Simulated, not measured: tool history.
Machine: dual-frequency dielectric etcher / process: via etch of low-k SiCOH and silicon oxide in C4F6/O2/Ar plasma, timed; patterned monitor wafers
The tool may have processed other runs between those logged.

run	hour	source power (kW)	bias power (kW)	etch time (s)	mean etch depth across the wafer (nm)
1	0	0.43	0.193	24.5	64.597
2	4.1	0.42	0.191	24.5	63.543
3	11.7	0.42	0.219	24.5	66.484
4	20.1	0.4	0.216	24.5	64.532
5	24.8	0.4	0.24	24.5	66.755
6	29.9	0.38	0.238	24.5	65.707
7	37.1	0.36	0.235	24.5	63.103

Run 8, settings as shown, results not yet in. Your forecast:
8	38	0.29	0.229	24.5	?

{"run 8": {"mean etch depth across the wafer (nm)": 55.713}}
